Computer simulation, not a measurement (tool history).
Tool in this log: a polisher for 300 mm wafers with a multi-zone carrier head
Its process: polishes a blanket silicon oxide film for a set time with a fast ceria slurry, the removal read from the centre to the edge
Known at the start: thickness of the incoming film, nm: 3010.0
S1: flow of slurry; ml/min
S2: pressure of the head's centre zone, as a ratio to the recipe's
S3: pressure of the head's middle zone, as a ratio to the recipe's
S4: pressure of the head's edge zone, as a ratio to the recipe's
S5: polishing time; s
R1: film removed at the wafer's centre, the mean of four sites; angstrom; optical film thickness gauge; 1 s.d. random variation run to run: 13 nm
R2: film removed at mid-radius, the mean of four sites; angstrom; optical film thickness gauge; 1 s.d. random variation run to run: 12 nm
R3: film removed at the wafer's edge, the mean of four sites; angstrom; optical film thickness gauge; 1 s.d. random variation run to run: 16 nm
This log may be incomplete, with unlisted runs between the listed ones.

Run 1, hour 0: S1 260 ml/min, S2 1, S3 1, S4 1, S5 51 s. Result: R1 9514.6 angstrom, R2 8495.9 angstrom, R3 8303.7 angstrom.
Run 2, hour 2.4: S1 260 ml/min, S2 1, S3 1, S4 0.92, S5 51 s. Result: R1 9749.6 angstrom, R2 8513.2 angstrom, R3 8222.6 angstrom.
Run 3, hour 5.4: S1 260 ml/min, S2 1, S3 1, S4 0.92, S5 39 s. Result: R1 7382.2 angstrom, R2 6550.3 angstrom, R3 6179.8 angstrom.
Run 4, hour 9.1: S1 260 ml/min, S2 0.95, S3 1, S4 0.92, S5 39 s. Result: R1 7006.5 angstrom, R2 6573 angstrom, R3 6333.5 angstrom.
Run 5, hour 15.7: S1 260 ml/min, S2 0.95, S3 1, S4 0.95, S5 39 s. Result: R1 6982.2 angstrom, R2 6476.1 angstrom, R3 6324 angstrom.
Run 6, hour 22.9: S1 260 ml/min, S2 0.95, S3 1, S4 0.95, S5 50 s. Result: R1 8963.6 angstrom, R2 8431.6 angstrom, R3 8299.4 angstrom.
Run 7, hour 25: S1 260 ml/min, S2 0.96, S3 0.97, S4 0.96, S5 53 s. Result: R1 9669.9 angstrom, R2 8747.1 angstrom, R3 9084.7 angstrom.
Run 8, hour 27.5: S1 280 ml/min, S2 1.06, S3 0.98, S4 1.06, S5 59 s. Result: R1 12034 angstrom, R2 9809 angstrom, R3 10298 angstrom.
Run 9, hour 28.6: S1 285 ml/min, S2 1.06, S3 0.97, S4 1.07, S5 59 s. Result: R1 12170 angstrom, R2 9687.6 angstrom, R3 10371 angstrom.
Run 10, hour 33: S1 290 ml/min, S2 1.06, S3 0.96, S4 1.08, S5 59 s. Result: R1 12037 angstrom, R2 9579.3 angstrom, R3 10688 angstrom.

For run 11, what comes out?
Run 11, hour 39.3: S1 295 ml/min, S2 1.06, S3 0.96, S4 1.08, S5 59 s. Result: R1 ?, R2 ?, R3 ?.

R1: 12094 angstrom
R2: 9743.2 angstrom
R3: 10230 angstrom
